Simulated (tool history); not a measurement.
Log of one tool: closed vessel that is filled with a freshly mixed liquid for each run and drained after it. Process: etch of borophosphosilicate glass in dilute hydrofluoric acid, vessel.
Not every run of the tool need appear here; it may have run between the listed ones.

| run | day | temperature setpoint of the liquid (K) | parts of water to one part of 49 % hydrofluoric acid (parts by volume) | time in the liquid (s) | thickness taken off the borophosphosilicate glass on a monitor wafer (angstrom) |
|---|---|---|---|---|---|
| 1 | 0.000 | 294.15 | 90 | 130 | 812.67 |
| 2 | 0.242 | 296.65 | 75 | 130 | 1104.50 |
| 3 | 0.292 | 296.65 | 75 | 130 | 1106.60 |
| 4 | 0.533 | 294.15 | 75 | 130 | 1019.00 |
| 5 | 0.888 | 294.15 | 75 | 130 | 1006.40 |
| 6 | 1.108 | 297.65 | 75 | 130 | 1154.70 |
|  | 1.421 | thermometer replaced |
| 7 | 1.421 | 299.15 | 70 | 130 | 1215.10 |

Run 8 has not been measured yet. What should we expect?
| 8 | 1.521 | 299.15 | 70 | 130 | ? |

{"run 8": {"thickness taken off the borophosphosilicate glass on a monitor wafer (angstrom)": 1221.1}}

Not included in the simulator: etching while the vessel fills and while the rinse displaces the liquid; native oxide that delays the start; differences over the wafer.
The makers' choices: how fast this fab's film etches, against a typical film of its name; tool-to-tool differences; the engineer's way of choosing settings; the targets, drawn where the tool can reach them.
